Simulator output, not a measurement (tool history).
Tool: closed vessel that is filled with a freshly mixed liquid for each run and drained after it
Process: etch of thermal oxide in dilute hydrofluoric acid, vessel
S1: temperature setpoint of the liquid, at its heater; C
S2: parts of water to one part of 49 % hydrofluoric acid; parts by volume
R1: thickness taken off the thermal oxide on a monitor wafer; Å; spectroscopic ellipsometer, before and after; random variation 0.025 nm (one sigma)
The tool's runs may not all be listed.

Run 1, hour 0.0: S1 26.0 C, S2 210 parts by volume, time in the liquid (s) 240. Result: R1 52.968 Å.
Run 2, hour 5.8: S1 23.0 C, S2 210 parts by volume, time in the liquid (s) 240. Result: R1 47.649 Å.
Run 3, hour 9.3: S1 22.0 C, S2 210 parts by volume, time in the liquid (s) 240. Result: R1 46.019 Å.
Run 4, hour 10.0: S1 22.0 C, S2 210 parts by volume, time in the liquid (s) 240. Result: R1 45.511 Å.
Run 5, hour 11.8: S1 22.0 C, S2 210 parts by volume, time in the liquid (s) 180. Result: R1 34.238 Å.
Run 6, hour 18.9: S1 22.5 C, S2 210 parts by volume, time in the liquid (s) 180. Result: R1 35.171 Å.
Run 7, hour 25.2: S1 23.0 C, S2 210 parts by volume, time in the liquid (s) 180. Result: R1 35.532 Å.
Run 8, hour 25.8: S1 23.5 C, S2 210 parts by volume, time in the liquid (s) 180. Result: R1 36.684 Å.

The next listed run, before its measurement:
Run 9, hour 28.1: S1 24.0 C, S2 210 parts by volume, time in the liquid (s) 180. Result: R1 ?.

Run 9 gave R1 36.902 Å.

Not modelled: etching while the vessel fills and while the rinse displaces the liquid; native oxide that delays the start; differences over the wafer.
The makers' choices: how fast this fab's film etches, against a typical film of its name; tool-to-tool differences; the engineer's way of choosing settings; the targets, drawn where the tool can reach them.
